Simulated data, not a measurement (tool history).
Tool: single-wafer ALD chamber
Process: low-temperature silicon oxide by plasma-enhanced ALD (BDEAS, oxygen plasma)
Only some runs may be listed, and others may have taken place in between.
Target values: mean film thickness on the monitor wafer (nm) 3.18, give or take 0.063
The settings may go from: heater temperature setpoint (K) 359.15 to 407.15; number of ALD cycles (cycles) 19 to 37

| run | hour | heater temperature setpoint (K) | number of ALD cycles (cycles) | mean film thickness on the monitor wafer (nm) |
|---|---|---|---|---|
| 1 | 0 | 383.15 | 28 | 4.0615 |
| 2 | 1.8 | 377.15 | 28 | 4.0833 |
| 3 | 8.4 | 377.15 | 26 | 3.7463 |
| 4 | 9.6 | 382.15 | 26 | 3.6908 |
|  | 16.9 | thermocouple changed; heater temperature recalibrated |
| 5 | 16.9 | 388.15 | 26 | 3.6864 |
| 6 | 20 | 388.15 | 24 | 3.4149 |
| 7 | 27.3 | 389.15 | 23 | 3.262 |
| 8 | 32.1 | 390.15 | 23 | 3.271 |
| 9 | 40.7 | 391.15 | 23 | 3.2581 |
| 10 | 42.8 | 392.15 | 23 | 3.2777 |

Pick the move, out of 5, that brings all results within their allowed miss; only one does.
| A | 44.9 | 394.15 | 25 | ? |
| B | 44.9 | 383.15 | 21 | ? |
| C | 44.9 | 389.15 | 24 | ? |
| D | 44.9 | 377.15 | 22 | ? |
| E | 44.9 | 392.15 | 21 | ? |

| move | mean film thickness on the monitor wafer (nm) |
|---|---|
| A | 3.5489 |
| B | 3.0405 |
| C | 3.4378 |
| D | 3.2192 |
| E | 2.9919 |
A: further off than the last run
B: moves the result that the last run missed by most past its target, out the other side
C: further off than the last run
D: in spec on every target
E: moves the result that the last run missed by most past its target, out the other side
Answer: D
